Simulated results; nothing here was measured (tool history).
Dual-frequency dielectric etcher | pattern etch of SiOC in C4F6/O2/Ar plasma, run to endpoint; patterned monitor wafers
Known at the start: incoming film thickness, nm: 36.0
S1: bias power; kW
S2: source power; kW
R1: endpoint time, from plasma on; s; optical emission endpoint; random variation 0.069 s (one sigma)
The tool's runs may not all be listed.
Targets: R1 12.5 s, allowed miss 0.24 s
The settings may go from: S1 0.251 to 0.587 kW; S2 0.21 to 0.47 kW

{"run": 1, "hour": 0.0, "S1": 0.419, "S2": 0.34, "R1": 14.287}
{"run": 2, "hour": 6.8, "S1": 0.419, "S2": 0.3, "R1": 14.741}
{"run": 3, "hour": 15.2, "S1": 0.469, "S2": 0.31, "R1": 14.195}
{"run": 4, "hour": 16.3, "S1": 0.437, "S2": 0.31, "R1": 14.412}
{"run": 5, "hour": 24.3, "S1": 0.389, "S2": 0.31, "R1": 14.813}
{"run": 6, "hour": 31.3, "S1": 0.428, "S2": 0.31, "R1": 14.644}
{"run": 7, "hour": 32.6, "S1": 0.473, "S2": 0.34, "R1": 13.753}
{"run": 8, "hour": 38.3, "S1": 0.504, "S2": 0.35, "R1": 13.373}
{"run": 9, "hour": 46.7, "S1": 0.526, "S2": 0.36, "R1": 13.202}
{"run": 10, "hour": 51.9, "S1": 0.543, "S2": 0.37, "R1": 13.016}
{"run": 11, "hour": 55.2, "S1": 0.556, "S2": 0.38, "R1": 12.622}
{"run": 12, "hour": 62.3, "S1": 0.56, "S2": 0.38, "R1": 12.79}

5 next moves are on the table. One of them brings every result within its allowed miss. Which?
{"run": "A", "hour": 69.4, "S1": 0.495, "S2": 0.46, "R1": "?"}
{"run": "B", "hour": 69.4, "S1": 0.526, "S2": 0.36, "R1": "?"}
{"run": "C", "hour": 69.4, "S1": 0.545, "S2": 0.37, "R1": "?"}
{"run": "D", "hour": 69.4, "S1": 0.547, "S2": 0.37, "R1": "?"}
{"run": "E", "hour": 69.4, "S1": 0.495, "S2": 0.38, "R1": "?"}

move=A R1=12.583
move=B R1=13.291
move=C R1=13.046
move=D R1=13.032
move=E R1=13.322
A: meets every target
B: further off than the last run
C: further off than the last run
D: further off than the last run
E: further off than the last run
The right move is A.
